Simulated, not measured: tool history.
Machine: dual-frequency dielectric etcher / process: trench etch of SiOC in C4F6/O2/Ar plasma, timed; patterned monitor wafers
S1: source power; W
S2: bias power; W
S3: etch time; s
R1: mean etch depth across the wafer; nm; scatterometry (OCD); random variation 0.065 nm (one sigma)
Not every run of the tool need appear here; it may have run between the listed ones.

| run | hour | S1 | S2 | S3 | R1 |
|---|---|---|---|---|---|
| 1 | 0 | 470 | 195 | 10 | 20.493 |
| 2 | 5.8 | 470 | 195 | 9 | 18.421 |
| 3 | 12.7 | 510 | 204 | 9 | 19.272 |
| 4 | 14.2 | 530 | 218 | 9 | 19.781 |
| 5 | 15.7 | 470 | 218 | 9 | 19.108 |
| 6 | 21.1 | 470 | 218 | 9 | 19.092 |
| 7 | 26.3 | 470 | 218 | 9 | 19.087 |
| 8 | 28.7 | 500 | 229 | 9 | 19.778 |
| 9 | 31.1 | 500 | 229 | 9 | 19.66 |
| 10 | 32.3 | 530 | 238 | 9 | 20.48 |
| 11 | 37.1 | 560 | 241 | 9 | 20.873 |

Run 12, settings as shown, results not yet in. Your forecast:
| 12 | 43.3 | 580 | 245 | 9 | ? |

{"run 12": {"R1": 21.312}}
